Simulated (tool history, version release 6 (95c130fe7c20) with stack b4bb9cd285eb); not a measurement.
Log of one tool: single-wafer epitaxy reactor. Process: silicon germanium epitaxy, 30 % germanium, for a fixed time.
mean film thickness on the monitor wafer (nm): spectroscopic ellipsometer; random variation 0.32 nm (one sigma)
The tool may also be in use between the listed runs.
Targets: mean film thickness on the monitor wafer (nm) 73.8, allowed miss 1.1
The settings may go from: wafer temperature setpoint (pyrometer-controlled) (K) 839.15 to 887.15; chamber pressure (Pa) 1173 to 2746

| run | day | wafer temperature setpoint (pyrometer-controlled) (K) | chamber pressure (Pa) | mean film thickness on the monitor wafer (nm) |
|---|---|---|---|---|
| 1 | 0 | 863.15 | 1960 | 42.766 |
| 2 | 0.079 | 863.15 | 1667 | 38.933 |
| 3 | 0.171 | 868.15 | 1667 | 43.55 |
| 4 | 0.333 | 868.15 | 1520 | 40.384 |
| 5 | 0.658 | 868.15 | 1667 | 43.112 |
| 6 | 0.842 | 872.15 | 1760 | 48.614 |
| 7 | 1.021 | 875.15 | 1813 | 52.516 |
| 8 | 1.233 | 877.15 | 1867 | 55.666 |
| 9 | 1.562 | 879.15 | 1907 | 58.073 |
| 10 | 1.733 | 881.15 | 1960 | 62.033 |
| 11 | 1.854 | 882.15 | 1986 | 63.983 |
| 12 | 2.2 | 883.15 | 2013 | 65.639 |
| 13 | 2.571 | 884.15 | 2040 | 67.996 |
| 14 | 2.617 | 885.15 | 2053 | 69.381 |
| 15 | 2.729 | 885.15 | 2066 | 69.229 |
| 16 | 2.779 | 885.15 | 2080 | 69.558 |

4 next moves are on the table. One of them brings every result within its allowed miss. Which?
| A | 2.829 | 879.15 | 2160 | ? |
| B | 2.829 | 884.15 | 2013 | ? |
| C | 2.829 | 887.15 | 2146 | ? |
| D | 2.829 | 883.15 | 2066 | ? |

| move | mean film thickness on the monitor wafer (nm) |
|---|---|
| A | 63.431 |
| B | 67.182 |
| C | 73.943 |
| D | 66.901 |
A: further off than the last run
B: further off than the last run
C: meets every target
D: further off than the last run
Move C is the one to make.

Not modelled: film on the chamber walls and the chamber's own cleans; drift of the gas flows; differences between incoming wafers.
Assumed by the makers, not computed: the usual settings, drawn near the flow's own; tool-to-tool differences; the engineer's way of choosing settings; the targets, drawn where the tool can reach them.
